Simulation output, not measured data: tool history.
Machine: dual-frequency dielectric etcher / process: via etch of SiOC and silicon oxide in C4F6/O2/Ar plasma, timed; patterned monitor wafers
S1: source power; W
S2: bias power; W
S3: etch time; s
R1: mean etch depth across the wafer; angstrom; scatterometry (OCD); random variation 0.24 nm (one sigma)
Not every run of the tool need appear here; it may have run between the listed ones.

run,hour,S1,S2,S3,R1
1,0.0,350,187,44.5,519.58
2,8.7,390,187,44.5,534.93
3,11.6,390,187,40.5,485.91
4,15.5,350,187,40.5,475.92
5,22.7,350,187,44.5,517.89
6,27.6,350,187,40.5,469.84
7,31.6,340,186,40.5,468.32

Estimate the outcome of run 8 from the log above:
8,40.6,330,185,40.5,?

Run 8 measured R1 467.76 angstrom.

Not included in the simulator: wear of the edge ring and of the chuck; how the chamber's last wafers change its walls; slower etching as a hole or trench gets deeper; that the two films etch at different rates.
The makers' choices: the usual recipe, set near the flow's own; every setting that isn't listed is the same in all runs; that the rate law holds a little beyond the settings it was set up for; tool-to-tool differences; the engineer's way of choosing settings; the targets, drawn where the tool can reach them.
